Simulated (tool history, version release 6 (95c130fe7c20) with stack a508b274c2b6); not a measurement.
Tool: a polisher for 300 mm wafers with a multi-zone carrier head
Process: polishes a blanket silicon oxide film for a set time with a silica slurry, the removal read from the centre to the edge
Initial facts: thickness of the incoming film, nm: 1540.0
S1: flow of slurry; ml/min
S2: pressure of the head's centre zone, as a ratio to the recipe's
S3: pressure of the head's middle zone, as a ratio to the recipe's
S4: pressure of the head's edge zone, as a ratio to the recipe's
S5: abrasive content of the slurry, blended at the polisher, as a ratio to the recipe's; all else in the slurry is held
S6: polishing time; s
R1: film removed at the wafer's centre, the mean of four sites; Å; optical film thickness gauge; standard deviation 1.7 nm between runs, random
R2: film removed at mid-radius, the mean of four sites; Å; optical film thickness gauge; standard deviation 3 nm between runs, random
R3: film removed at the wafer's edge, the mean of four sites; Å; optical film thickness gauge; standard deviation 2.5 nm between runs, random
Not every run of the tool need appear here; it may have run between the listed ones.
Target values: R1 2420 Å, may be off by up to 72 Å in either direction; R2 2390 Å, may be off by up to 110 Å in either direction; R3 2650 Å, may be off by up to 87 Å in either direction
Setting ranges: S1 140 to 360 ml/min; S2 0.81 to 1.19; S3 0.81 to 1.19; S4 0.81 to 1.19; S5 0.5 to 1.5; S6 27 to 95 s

{"run": 1, "hour": 0.0, "S1": 230, "S2": 1, "S3": 1, "S4": 1, "S5": 1, "S6": 61, "R1": 2248.8, "R2": 2401.8, "R3": 2256.1}
{"run": 2, "hour": 0.6, "S1": 230, "S2": 1, "S3": 1, "S4": 0.91, "S5": 1, "S6": 61, "R1": 2245.5, "R2": 2343.8, "R3": 2157.2}
{"run": 3, "hour": 3.6, "S1": 235, "S2": 1, "S3": 0.98, "S4": 0.95, "S5": 1.05, "S6": 61, "R1": 2294.8, "R2": 2422.2, "R3": 2262.1}
{"run": 4, "hour": 4.8, "S1": 240, "S2": 1, "S3": 0.95, "S4": 0.99, "S5": 1.05, "S6": 61, "R1": 2330.5, "R2": 2358.3, "R3": 2269.9}
{"run": 5, "hour": 11.9, "S1": 230, "S2": 0.99, "S3": 0.93, "S4": 1.02, "S5": 1.1, "S6": 61, "R1": 2351.9, "R2": 2368, "R3": 2361}
{"run": 6, "hour": 17.8, "S1": 230, "S2": 0.99, "S3": 0.93, "S4": 1.02, "S5": 1.3, "S6": 61, "R1": 2519.2, "R2": 2465.2, "R3": 2534.4}
{"run": 7, "hour": 18.4, "S1": 230, "S2": 0.99, "S3": 0.93, "S4": 1.02, "S5": 1.3, "S6": 61, "R1": 2521.3, "R2": 2541.2, "R3": 2560.7}
{"run": 8, "hour": 22.7, "S1": 225, "S2": 0.98, "S3": 0.92, "S4": 1.04, "S5": 1.3, "S6": 61, "R1": 2513.6, "R2": 2486.3, "R3": 2554.1}

Which single option among these 5 for the next run brings every result within its allowed miss of target? Just one does.
{"run": "A", "hour": 27.0, "S1": 205, "S2": 0.93, "S3": 0.95, "S4": 1.02, "S5": 1.35, "S6": 63, "R1": "?", "R2": "?", "R3": "?"}
{"run": "B", "hour": 27.0, "S1": 235, "S2": 0.97, "S3": 1.05, "S4": 1.03, "S5": 1.3, "S6": 59, "R1": "?", "R2": "?", "R3": "?"}
{"run": "C", "hour": 27.0, "S1": 220, "S2": 1.05, "S3": 0.89, "S4": 1.14, "S5": 1.45, "S6": 58, "R1": "?", "R2": "?", "R3": "?"}
{"run": "D", "hour": 27.0, "S1": 245, "S2": 1.07, "S3": 1.01, "S4": 1.02, "S5": 1.2, "S6": 60, "R1": "?", "R2": "?", "R3": "?"}
{"run": "E", "hour": 27.0, "S1": 240, "S2": 0.92, "S3": 0.84, "S4": 1.1, "S5": 1.25, "S6": 62, "R1": "?", "R2": "?", "R3": "?"}

move=A R1=2482.4 R2=2682.1 R3=2677.2
move=B R1=2422.5 R2=2705.9 R3=2515.3
move=C R1=2621.9 R2=2453.3 R3=2703
move=D R1=2593.7 R2=2601.3 R3=2472.1
move=E R1=2405.1 R2=2407.5 R3=2698.7
A: the furthest-off result lands on target, but another misses its tolerance
B: the furthest-off result lands on target, but another misses its tolerance
C: further off than the last run
D: further off than the last run
E: meets every target
Move E is the one to make.

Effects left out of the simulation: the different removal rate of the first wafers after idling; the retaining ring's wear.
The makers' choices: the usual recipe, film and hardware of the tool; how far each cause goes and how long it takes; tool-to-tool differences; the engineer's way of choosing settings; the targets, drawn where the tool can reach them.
